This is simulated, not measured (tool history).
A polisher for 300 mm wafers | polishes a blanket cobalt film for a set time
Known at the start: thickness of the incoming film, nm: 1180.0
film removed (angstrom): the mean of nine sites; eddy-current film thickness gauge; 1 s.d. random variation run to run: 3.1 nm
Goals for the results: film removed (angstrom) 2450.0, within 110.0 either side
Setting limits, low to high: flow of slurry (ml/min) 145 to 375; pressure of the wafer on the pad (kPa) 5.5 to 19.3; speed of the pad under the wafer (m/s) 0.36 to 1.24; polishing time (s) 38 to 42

run	hour	flow of slurry (ml/min)	pressure of the wafer on the pad (kPa)	speed of the pad under the wafer (m/s)	polishing time (s)	film removed (angstrom)
1	0.0	240	12.4	0.80	42	1398.5
2	2.6	240	14.5	0.80	42	1620.8
3	11.6	240	15.9	0.80	42	1770.1
4	15.7	240	16.5	0.82	42	1876.2
5	21.1	240	14.5	0.82	42	1681.7
6	27.5	240	14.5	0.82	38	1553.3
7	32.8	240	14.5	0.82	38	1502.4
8	38.9	240	15.2	0.84	38	1639.2
9	42.0	240	15.2	0.84	38	1623.6
10	44.0	240	15.9	0.86	38	1740.0
11	45.2	240	16.5	0.88	38	1835.4
12	50.6	240	17.2	0.90	38	1934.7
13	54.7	240	17.2	0.90	38	1942.6
14	57.0	240	17.2	0.92	38	2003.8
15	64.7	240	17.2	0.94	38	2027.2
16	66.5	240	17.2	0.96	38	2077.4
17	73.7	240	18.6	0.98	38	2236.1

Exactly one of the 4 candidate moves below puts every result within its allowed miss. Which one?
A	80.9	195	17.9	1.00	38	?
B	80.9	225	16.5	1.06	38	?
C	80.9	200	19.3	1.00	39	?
D	80.9	220	18.6	0.94	38	?

move	film removed (angstrom)
A	2196.9
B	2171.6
C	2428.8
D	2164.0
A: misses by more than the last run did
B: misses by more than the last run did
C: each result inside its tolerance
D: misses by more than the last run did
C is the move that brings every result within its allowed miss.

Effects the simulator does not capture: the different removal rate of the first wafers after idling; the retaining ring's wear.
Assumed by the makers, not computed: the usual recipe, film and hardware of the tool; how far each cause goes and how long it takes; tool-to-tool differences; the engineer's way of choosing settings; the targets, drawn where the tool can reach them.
